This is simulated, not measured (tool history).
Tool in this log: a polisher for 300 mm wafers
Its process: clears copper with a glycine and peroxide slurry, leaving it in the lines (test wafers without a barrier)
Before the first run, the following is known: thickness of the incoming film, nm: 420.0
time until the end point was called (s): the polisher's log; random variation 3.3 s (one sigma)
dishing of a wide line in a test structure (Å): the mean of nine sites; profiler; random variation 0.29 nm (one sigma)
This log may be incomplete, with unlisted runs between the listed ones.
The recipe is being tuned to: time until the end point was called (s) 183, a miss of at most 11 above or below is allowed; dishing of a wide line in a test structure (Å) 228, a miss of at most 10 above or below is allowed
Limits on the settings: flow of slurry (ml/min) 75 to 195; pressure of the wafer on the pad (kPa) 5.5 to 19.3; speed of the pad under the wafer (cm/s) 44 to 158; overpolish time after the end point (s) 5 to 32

run  hour  flow of slurry (ml/min)  pressure of the wafer on the pad (kPa)  speed of the pad under the wafer (cm/s)  overpolish time after the end point (s)  time until the end point was called (s)  dishing of a wide line in a test structure (Å)
  1     0                      125                                    12.4                                      100                                       16                                   133.38                                          278.13
  2   1.4                      120                                      11                                       98                                       16                                   148.45                                           260.8
  3   4.6                      115                                    10.3                                       96                                       16                                   154.41                                          257.04
  4     7                      115                                     9.7                                       94                                       16                                   173.16                                          244.21
  5  13.2                      140                                     9.7                                       94                                       16                                   158.04                                          256.27
  6  19.8                      140                                     9.7                                       94                                       10                                   158.37                                          177.25
  7  21.9                      130                                     9.7                                       94                                       12                                   160.51                                          199.43
  8  25.2                      125                                       9                                       94                                       13                                   169.12                                          207.81
  9  31.1                      120                                       9                                       94                                       14                                   171.55                                          219.25
 10  37.3                      115                                       9                                       94                                       14                                    174.7                                          209.66

4 next moves are on the table. One of them brings every result within its allowed miss. Which?
  A  43.5                      105                                      11                                       90                                       13                                        ?                                               ?
  B  43.5                      135                                     8.3                                      116                                       14                                        ?                                               ?
  C  43.5                      145                                    12.4                                       64                                       11                                        ?                                               ?
  D  43.5                      150                                     8.3                                       86                                       16                                        ?                                               ?

move  time until the end point was called (s)  dishing of a wide line in a test structure (Å)
   A                                   153.37                                          223.25
   B                                   152.36                                          235.06
   C                                   158.25                                          193.82
   D                                   176.31                                          237.14
A: corrects the largest miss of the last run, while another result sits out of spec
B: corrects the largest miss of the last run, while another result sits out of spec
C: the biggest miss grows against the last run
D: in spec on every target
Correct choice: D, which meets every target
